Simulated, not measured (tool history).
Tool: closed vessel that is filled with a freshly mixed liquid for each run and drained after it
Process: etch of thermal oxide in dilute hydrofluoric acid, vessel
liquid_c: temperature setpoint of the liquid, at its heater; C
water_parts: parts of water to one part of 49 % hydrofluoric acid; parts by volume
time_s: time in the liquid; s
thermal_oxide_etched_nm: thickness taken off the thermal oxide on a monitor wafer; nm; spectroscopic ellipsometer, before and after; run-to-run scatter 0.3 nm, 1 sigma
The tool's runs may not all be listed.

run 1 hour=0 | liquid_c=26 water_parts=150 time_s=1560 | thermal_oxide_etched_nm=50.846
run 2 hour=9.1 | liquid_c=26 water_parts=190 time_s=1560 | thermal_oxide_etched_nm=38.9
run 3 hour=11.2 | liquid_c=22.5 water_parts=190 time_s=1560 | thermal_oxide_etched_nm=34.226
run 4 hour=13.8 | liquid_c=24.5 water_parts=190 time_s=1560 | thermal_oxide_etched_nm=36.946
run 5 hour=16.3 | liquid_c=26 water_parts=190 time_s=1560 | thermal_oxide_etched_nm=38.934
run 6 hour=24.1 | liquid_c=27.5 water_parts=190 time_s=1560 | thermal_oxide_etched_nm=40.995
run 7 hour=25.3 | liquid_c=28.5 water_parts=190 time_s=1560 | thermal_oxide_etched_nm=42.588

For run 8, what comes out?
run 8 hour=27.7 | liquid_c=29.5 water_parts=190 time_s=1560 | thermal_oxide_etched_nm=?

{"run 8": {"thermal_oxide_etched_nm": 43.835}}
